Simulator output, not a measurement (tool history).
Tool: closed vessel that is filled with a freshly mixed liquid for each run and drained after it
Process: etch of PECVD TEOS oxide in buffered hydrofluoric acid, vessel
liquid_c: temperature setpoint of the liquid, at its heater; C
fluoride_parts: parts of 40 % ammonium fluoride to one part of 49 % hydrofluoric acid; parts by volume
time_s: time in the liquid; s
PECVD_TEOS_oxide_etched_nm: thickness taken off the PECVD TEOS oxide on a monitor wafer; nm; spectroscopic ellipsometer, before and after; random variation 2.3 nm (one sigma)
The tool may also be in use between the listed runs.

| run | hour | liquid_c | fluoride_parts | time_s | PECVD_TEOS_oxide_etched_nm |
|---|---|---|---|---|---|
| 1 | 0 | 22 | 12 | 85 | 183.38 |
| 2 | 3.2 | 23.5 | 12 | 85 | 198.73 |
| 3 | 11.4 | 23.5 | 10.5 | 85 | 221.84 |
| 4 | 19.5 | 24.5 | 10.5 | 85 | 231.74 |
| 5 | 27.1 | 28 | 10.5 | 85 | 284.25 |
| 6 | 32.2 | 25 | 10.5 | 85 | 239.64 |
| 7 | 35.7 | 25.5 | 10.5 | 85 | 250.87 |

Run 8 comes next. What will it give?
| 8 | 37 | 26 | 10.5 | 85 | ? |

PECVD_TEOS_oxide_etched_nm: 254.67 nm
